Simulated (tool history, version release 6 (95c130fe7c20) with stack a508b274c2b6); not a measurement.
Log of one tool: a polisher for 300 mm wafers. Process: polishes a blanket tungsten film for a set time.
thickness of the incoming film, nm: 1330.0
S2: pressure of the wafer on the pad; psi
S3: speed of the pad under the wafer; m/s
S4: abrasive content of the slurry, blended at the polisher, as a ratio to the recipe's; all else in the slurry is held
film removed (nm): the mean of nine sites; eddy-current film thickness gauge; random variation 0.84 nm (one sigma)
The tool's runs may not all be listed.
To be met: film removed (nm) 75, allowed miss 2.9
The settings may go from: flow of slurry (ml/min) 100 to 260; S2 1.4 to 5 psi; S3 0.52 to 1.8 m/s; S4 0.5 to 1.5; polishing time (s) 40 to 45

{"run": 1, "hour": 0.0, "flow of slurry (ml/min)": 165, "S2": 3.2, "S3": 1.16, "S4": 1, "polishing time (s)": 45, "film removed (nm)": 239.89}
{"run": 2, "hour": 4.9, "flow of slurry (ml/min)": 160, "S2": 2.7, "S3": 0.98, "S4": 1, "polishing time (s)": 45, "film removed (nm)": 173.37}
{"run": 3, "hour": 11.4, "flow of slurry (ml/min)": 145, "S2": 2.7, "S3": 0.98, "S4": 1, "polishing time (s)": 45, "film removed (nm)": 171.9}
{"run": 4, "hour": 14.5, "flow of slurry (ml/min)": 145, "S2": 2.7, "S3": 0.98, "S4": 1, "polishing time (s)": 40, "film removed (nm)": 152.96}
{"run": 5, "hour": 16.7, "flow of slurry (ml/min)": 140, "S2": 2.3, "S3": 0.9, "S4": 1, "polishing time (s)": 40, "film removed (nm)": 117.28}
{"run": 6, "hour": 19.7, "flow of slurry (ml/min)": 140, "S2": 2.3, "S3": 0.9, "S4": 1, "polishing time (s)": 45, "film removed (nm)": 133.93}
{"run": 7, "hour": 22.8, "flow of slurry (ml/min)": 135, "S2": 2.1, "S3": 0.84, "S4": 1, "polishing time (s)": 45, "film removed (nm)": 113}
{"run": 8, "hour": 29.6, "flow of slurry (ml/min)": 130, "S2": 1.9, "S3": 0.82, "S4": 1, "polishing time (s)": 45, "film removed (nm)": 101.48}
{"run": 9, "hour": 31.6, "flow of slurry (ml/min)": 125, "S2": 1.8, "S3": 0.8, "S4": 1, "polishing time (s)": 45, "film removed (nm)": 91.711}
{"run": 10, "hour": 37.8, "flow of slurry (ml/min)": 105, "S2": 1.4, "S3": 0.78, "S4": 1, "polishing time (s)": 45, "film removed (nm)": 67.18}
{"run": 11, "hour": 39.4, "flow of slurry (ml/min)": 110, "S2": 1.4, "S3": 0.78, "S4": 1, "polishing time (s)": 45, "film removed (nm)": 68.279}
{"run": 12, "hour": 47.7, "flow of slurry (ml/min)": 115, "S2": 1.4, "S3": 0.78, "S4": 1, "polishing time (s)": 45, "film removed (nm)": 69.746}
{"run": 13, "hour": 55.9, "flow of slurry (ml/min)": 120, "S2": 1.4, "S3": 0.78, "S4": 1, "polishing time (s)": 45, "film removed (nm)": 70.012}
{"run": 14, "hour": 59.2, "flow of slurry (ml/min)": 125, "S2": 1.4, "S3": 0.78, "S4": 1, "polishing time (s)": 45, "film removed (nm)": 71.87}
{"run": 15, "hour": 62.6, "flow of slurry (ml/min)": 130, "S2": 1.4, "S3": 0.78, "S4": 1, "polishing time (s)": 45, "film removed (nm)": 70.153}

4 next moves are on the table. One of them brings every result within its allowed miss. Which?
{"run": "A", "hour": 66.0, "flow of slurry (ml/min)": 130, "S2": 1.4, "S3": 0.82, "S4": 1.05, "polishing time (s)": 40, "film removed (nm)": "?"}
{"run": "B", "hour": 66.0, "flow of slurry (ml/min)": 150, "S2": 1.7, "S3": 0.6, "S4": 0.9, "polishing time (s)": 45, "film removed (nm)": "?"}
{"run": "C", "hour": 66.0, "flow of slurry (ml/min)": 100, "S2": 1.8, "S3": 0.68, "S4": 1, "polishing time (s)": 45, "film removed (nm)": "?"}
{"run": "D", "hour": 66.0, "flow of slurry (ml/min)": 120, "S2": 1.4, "S3": 0.82, "S4": 1, "polishing time (s)": 40, "film removed (nm)": "?"}

move=A film_removed_(nm)=67.212
move=B film_removed_(nm)=67.611
move=C film_removed_(nm)=74.063
move=D film_removed_(nm)=65.367
A: further off than the last run
B: further off than the last run
C: meets every target
D: further off than the last run
Answer: C
